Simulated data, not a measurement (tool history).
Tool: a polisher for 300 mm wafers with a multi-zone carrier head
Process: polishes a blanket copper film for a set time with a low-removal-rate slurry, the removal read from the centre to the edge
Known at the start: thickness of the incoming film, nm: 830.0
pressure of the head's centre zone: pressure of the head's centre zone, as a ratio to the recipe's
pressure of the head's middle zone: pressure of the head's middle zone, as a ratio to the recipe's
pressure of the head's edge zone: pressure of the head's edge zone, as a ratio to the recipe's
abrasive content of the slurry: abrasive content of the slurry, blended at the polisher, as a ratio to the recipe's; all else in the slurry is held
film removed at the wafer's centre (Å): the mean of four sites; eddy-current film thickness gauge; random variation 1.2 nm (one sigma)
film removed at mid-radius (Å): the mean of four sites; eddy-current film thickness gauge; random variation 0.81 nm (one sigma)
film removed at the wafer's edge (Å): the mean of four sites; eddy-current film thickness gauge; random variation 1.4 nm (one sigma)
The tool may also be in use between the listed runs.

run	hour	flow of slurry (ml/min)	pressure of the head's centre zone	pressure of the head's middle zone	pressure of the head's edge zone	abrasive content of the slurry	polishing time (s)	film removed at the wafer's centre (Å)	film removed at mid-radius (Å)	film removed at the wafer's edge (Å)
1	0.0	135	1.00	1.00	1.00	1.00	48	1353.0	1278.90	1286.4
2	8.8	130	0.98	0.98	0.98	0.95	48	1295.6	1247.80	1290.8
3	13.8	125	0.98	0.98	0.97	0.85	47	1240.1	1186.50	1196.7
4	21.1	125	0.98	0.98	0.97	0.85	40	1041.4	992.34	1053.5
5	25.5	130	0.98	0.98	0.98	0.85	40	1072.9	1016.30	1063.0
6	33.5	130	0.98	0.98	0.99	0.85	40	1069.9	1012.60	1057.7
7	35.2	135	0.97	0.98	0.99	0.85	40	1053.9	1020.20	1068.2

The next listed run, before its measurement:
8	38.0	135	0.97	0.98	0.99	0.85	40	?	?	?

{"run 8": {"film removed at the wafer's centre (Å)": 1080.2, "film removed at mid-radius (Å)": 1010.4, "film removed at the wafer's edge (Å)": 1042.5}}

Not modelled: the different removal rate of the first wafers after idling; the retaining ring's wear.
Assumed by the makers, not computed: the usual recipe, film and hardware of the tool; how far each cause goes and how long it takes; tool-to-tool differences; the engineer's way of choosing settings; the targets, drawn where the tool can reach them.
